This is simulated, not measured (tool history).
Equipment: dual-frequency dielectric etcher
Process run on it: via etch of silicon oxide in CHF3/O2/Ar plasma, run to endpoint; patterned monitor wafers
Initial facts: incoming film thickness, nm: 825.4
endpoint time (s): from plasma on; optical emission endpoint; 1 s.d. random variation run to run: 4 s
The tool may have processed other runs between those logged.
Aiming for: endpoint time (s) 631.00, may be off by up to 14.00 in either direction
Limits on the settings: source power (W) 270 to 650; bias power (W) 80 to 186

Run 1, day 0.000: source power (W) 460, bias power (W) 133. Result: endpoint time (s) 551.00.
Run 2, day 0.167: source power (W) 400, bias power (W) 133. Result: endpoint time (s) 566.09.
Run 3, day 0.208: source power (W) 380, bias power (W) 129. Result: endpoint time (s) 579.50.
Run 4, day 0.400: source power (W) 430, bias power (W) 129. Result: endpoint time (s) 563.83.
Run 5, day 0.671: source power (W) 410, bias power (W) 126. Result: endpoint time (s) 574.62.
Run 6, day 0.779: source power (W) 410, bias power (W) 106. Result: endpoint time (s) 592.47.
Run 7, day 0.942: source power (W) 400, bias power (W) 104. Result: endpoint time (s) 597.81.
Run 8, day 1.254: source power (W) 390, bias power (W) 103. Result: endpoint time (s) 601.82.
Run 9, day 1.400: source power (W) 380, bias power (W) 102. Result: endpoint time (s) 611.38.
Run 10, day 1.467: source power (W) 370, bias power (W) 101. Result: endpoint time (s) 615.98.

Which of these 4 next moves meets every target?
Run A, day 1.533: source power (W) 400, bias power (W) 99. Result: endpoint time (s) ?.
Run B, day 1.533: source power (W) 380, bias power (W) 115. Result: endpoint time (s) ?.
Run C, day 1.533: source power (W) 320, bias power (W) 106. Result: endpoint time (s) ?.
Run D, day 1.533: source power (W) 340, bias power (W) 121. Result: endpoint time (s) ?.

move  endpoint time (s)
   A             605.03
   B             595.58
   C             633.72
   D             606.97
A: misses by more than the last run did
B: misses by more than the last run did
C: every result lands within tolerance
D: misses by more than the last run did
C is the move that brings every result within its allowed miss.
